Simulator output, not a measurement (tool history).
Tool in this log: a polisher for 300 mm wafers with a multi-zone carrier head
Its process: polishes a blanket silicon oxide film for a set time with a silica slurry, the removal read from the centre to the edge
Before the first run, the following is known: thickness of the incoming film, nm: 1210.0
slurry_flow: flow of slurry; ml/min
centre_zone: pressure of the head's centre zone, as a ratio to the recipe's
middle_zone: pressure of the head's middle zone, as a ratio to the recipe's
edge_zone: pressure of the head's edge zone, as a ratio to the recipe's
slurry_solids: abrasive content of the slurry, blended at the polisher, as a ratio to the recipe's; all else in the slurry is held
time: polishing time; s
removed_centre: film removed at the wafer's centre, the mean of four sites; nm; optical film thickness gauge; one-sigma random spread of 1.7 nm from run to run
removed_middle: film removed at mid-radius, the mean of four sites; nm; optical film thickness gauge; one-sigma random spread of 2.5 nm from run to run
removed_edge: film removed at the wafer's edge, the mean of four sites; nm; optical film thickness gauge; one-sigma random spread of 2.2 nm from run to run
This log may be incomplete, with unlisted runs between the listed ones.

run	hour	slurry_flow	centre_zone	middle_zone	edge_zone	slurry_solids	time	removed_centre	removed_middle	removed_edge
1	0	300	1	1	1	1	56	219.45	223.61	232.16
2	3.6	300	1	1	1	0.9	56	213.35	210	223.78
3	7.3	300	1	1	1	0.9	64	244.56	242.34	258.34
4	15.9	300	1	0.93	1	0.9	64	242.61	229.33	257.58
# hour 16.9: edge zone pressure recalibrated
5	16.9	295	0.97	0.97	0.99	0.9	64	235.82	235.59	247
6	21.5	295	0.95	1.01	1.02	0.9	64	229.56	247.7	250.41

Forecast run 7:
7	29.7	295	0.94	1.02	1.04	0.9	64	?	?	?

removed_centre: 229.03 nm
removed_middle: 245.74 nm
removed_edge: 254.5 nm
